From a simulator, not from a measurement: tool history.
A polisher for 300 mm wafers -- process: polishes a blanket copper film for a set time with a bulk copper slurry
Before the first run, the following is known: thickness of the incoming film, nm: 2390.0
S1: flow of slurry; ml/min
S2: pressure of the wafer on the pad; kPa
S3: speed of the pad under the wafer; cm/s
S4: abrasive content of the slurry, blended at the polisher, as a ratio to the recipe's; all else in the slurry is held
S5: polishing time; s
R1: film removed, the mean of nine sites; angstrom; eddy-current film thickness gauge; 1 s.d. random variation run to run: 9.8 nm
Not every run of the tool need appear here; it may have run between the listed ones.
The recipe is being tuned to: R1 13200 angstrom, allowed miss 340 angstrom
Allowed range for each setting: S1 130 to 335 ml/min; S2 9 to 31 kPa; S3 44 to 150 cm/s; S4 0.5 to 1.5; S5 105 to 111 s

| run | hour | S1 | S2 | S3 | S4 | S5 | R1 |
|---|---|---|---|---|---|---|---|
| 1 | 0 | 215 | 20 | 96 | 1 | 105 | 7096.9 |
| 2 | 7.1 | 250 | 20 | 96 | 1 | 105 | 7097.5 |
| 3 | 9.8 | 230 | 20 | 96 | 1 | 105 | 7138.6 |
| 4 | 15.3 | 230 | 22.8 | 98 | 1 | 105 | 8224.4 |
| 5 | 18.9 | 230 | 24.8 | 100 | 1 | 105 | 9126.8 |
| 6 | 27.6 | 230 | 26.2 | 102 | 1 | 105 | 9914.3 |
| 7 | 28.9 | 230 | 27.6 | 104 | 1 | 105 | 10583 |
|  | 32.2 | head pressure recalibrated |
| 8 | 32.2 | 230 | 28.3 | 106 | 1 | 105 | 12334 |
| 9 | 38.7 | 235 | 29 | 106 | 1 | 105 | 12645 |
| 10 | 45.4 | 240 | 29 | 106 | 1 | 105 | 12760 |

Which of these 4 next moves meets every target?
| A | 52.1 | 230 | 31 | 94 | 0.85 | 110 | ? |
| B | 52.1 | 255 | 29.6 | 100 | 1.05 | 110 | ? |
| C | 52.1 | 235 | 29 | 98 | 1.05 | 108 | ? |
| D | 52.1 | 230 | 29.6 | 100 | 0.95 | 105 | ? |

| move | R1 |
|---|---|
| A | 12185 |
| B | 13001 |
| C | 12125 |
| D | 12049 |
A: the biggest miss grows against the last run
B: every result within its allowed miss
C: the biggest miss grows against the last run
D: the biggest miss grows against the last run
Answer: B
